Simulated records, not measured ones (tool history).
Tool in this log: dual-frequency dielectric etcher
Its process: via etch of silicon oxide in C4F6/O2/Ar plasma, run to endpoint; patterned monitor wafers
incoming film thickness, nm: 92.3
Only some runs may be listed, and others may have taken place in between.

run 1 hour=0 | bias_power_(W)=423 source_power_(W)=450 Ar_flow_(sccm)=349 | endpoint_time_(s)=20.17
run 2 hour=7.9 | bias_power_(W)=491 source_power_(W)=450 Ar_flow_(sccm)=349 | endpoint_time_(s)=19.008
run 3 hour=8.8 | bias_power_(W)=503 source_power_(W)=460 Ar_flow_(sccm)=347 | endpoint_time_(s)=18.611
run 4 hour=10.6 | bias_power_(W)=513 source_power_(W)=470 Ar_flow_(sccm)=346 | endpoint_time_(s)=18.469
run 5 hour=19.1 | bias_power_(W)=523 source_power_(W)=480 Ar_flow_(sccm)=344 | endpoint_time_(s)=18.055
run 6 hour=25.7 | bias_power_(W)=492 source_power_(W)=480 Ar_flow_(sccm)=344 | endpoint_time_(s)=18.396
run 7 hour=31 | bias_power_(W)=502 source_power_(W)=480 Ar_flow_(sccm)=343 | endpoint_time_(s)=18.311
run 8 hour=31.6 | bias_power_(W)=512 source_power_(W)=480 Ar_flow_(sccm)=342 | endpoint_time_(s)=18.334
run 9 hour=34.3 | bias_power_(W)=512 source_power_(W)=480 Ar_flow_(sccm)=342 | endpoint_time_(s)=18.257
run 10 hour=40.6 | bias_power_(W)=521 source_power_(W)=490 Ar_flow_(sccm)=341 | endpoint_time_(s)=17.868

Estimate the outcome of run 11 from the log above:
run 11 hour=47.6 | bias_power_(W)=528 source_power_(W)=490 Ar_flow_(sccm)=340 | endpoint_time_(s)=?

{"run 11": {"endpoint time (s)": 17.874}}
